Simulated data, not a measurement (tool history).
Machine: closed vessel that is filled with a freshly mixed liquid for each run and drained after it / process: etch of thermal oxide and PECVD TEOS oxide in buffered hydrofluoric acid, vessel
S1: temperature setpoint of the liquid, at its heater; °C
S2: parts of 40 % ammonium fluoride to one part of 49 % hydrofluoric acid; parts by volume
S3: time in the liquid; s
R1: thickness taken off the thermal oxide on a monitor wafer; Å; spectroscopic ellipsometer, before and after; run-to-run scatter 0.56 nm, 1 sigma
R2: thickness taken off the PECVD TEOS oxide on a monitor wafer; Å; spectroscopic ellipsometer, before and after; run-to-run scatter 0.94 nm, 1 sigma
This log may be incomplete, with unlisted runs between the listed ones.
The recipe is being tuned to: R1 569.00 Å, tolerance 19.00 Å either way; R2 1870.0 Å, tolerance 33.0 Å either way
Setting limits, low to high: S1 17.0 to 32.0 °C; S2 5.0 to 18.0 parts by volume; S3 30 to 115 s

run    day    S1    S2  S3      R1      R2
  1  0.000  24.0  11.0  60  645.03  2105.9
  2  0.188  24.0  13.0  60  548.10  1791.5
  3  0.421  24.5  13.0  60  572.01  1820.2
  4  0.692  24.5  13.0  70  647.18  2141.5
  5  0.875  24.5  13.0  80  739.87  2434.8
  6  0.962  24.0  13.0  80  723.41  2385.8
  7  1.146  23.5  13.0  80  708.64  2315.8
  8  1.462  23.0  13.0  80  693.04  2247.6
  9  1.738  22.5  13.0  80  669.81  2189.4
 10  2.079  22.0  13.0  80  650.66  2139.5
 11  2.375  21.5  13.0  80  638.81  2066.7
 12  2.717  19.5  13.5  80  531.64  1795.5
 13  2.925  20.0  13.5  80  556.68  1852.4

Exactly one of the 4 candidate moves below puts every result within its allowed miss. Which one?
  A  3.133  22.0  12.5  65   ?   ?
  B  3.133  18.0  14.5  95   ?   ?
  C  3.133  20.0  14.0  85   ?   ?
  D  3.133  18.5  12.5  80   ?   ?

move      R1      R2
   A  550.89  1798.4
   B  556.25  1815.9
   C  576.71  1882.7
   D  557.46  1819.9
A: meets the target for the result that was furthest off, but another lies outside its allowed miss
B: meets the target for the result that was furthest off, but another lies outside its allowed miss
C: all results in spec
D: meets the target for the result that was furthest off, but another lies outside its allowed miss
Answer: C

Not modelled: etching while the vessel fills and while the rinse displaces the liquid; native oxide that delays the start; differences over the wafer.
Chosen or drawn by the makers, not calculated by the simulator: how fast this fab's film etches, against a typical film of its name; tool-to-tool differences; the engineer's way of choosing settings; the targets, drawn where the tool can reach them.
